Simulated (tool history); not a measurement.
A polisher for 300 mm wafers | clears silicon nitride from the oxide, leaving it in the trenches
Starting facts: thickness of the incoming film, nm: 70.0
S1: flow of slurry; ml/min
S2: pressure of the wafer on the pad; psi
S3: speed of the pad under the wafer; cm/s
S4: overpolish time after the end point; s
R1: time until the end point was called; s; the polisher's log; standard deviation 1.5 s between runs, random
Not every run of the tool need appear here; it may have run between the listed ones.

run 1 hour=0 | S1=175 S2=2.1 S3=126 S4=6 | R1=81.464
run 2 hour=2 | S1=175 S2=2.1 S3=126 S4=6 | R1=79.83
run 3 hour=6 | S1=175 S2=2.1 S3=126 S4=6 | R1=81.242
run 4 hour=7.9 | S1=175 S2=2.1 S3=142 S4=6 | R1=71.345
run 5 hour=9.3 | S1=175 S2=1.9 S3=142 S4=6 | R1=78.619
run 6 hour=10.8 | S1=175 S2=1.9 S3=118 S4=6 | R1=96.516

For run 7, what comes out?
run 7 hour=13.3 | S1=175 S2=1.8 S3=118 S4=6 | R1=?

R1: 100.7 s
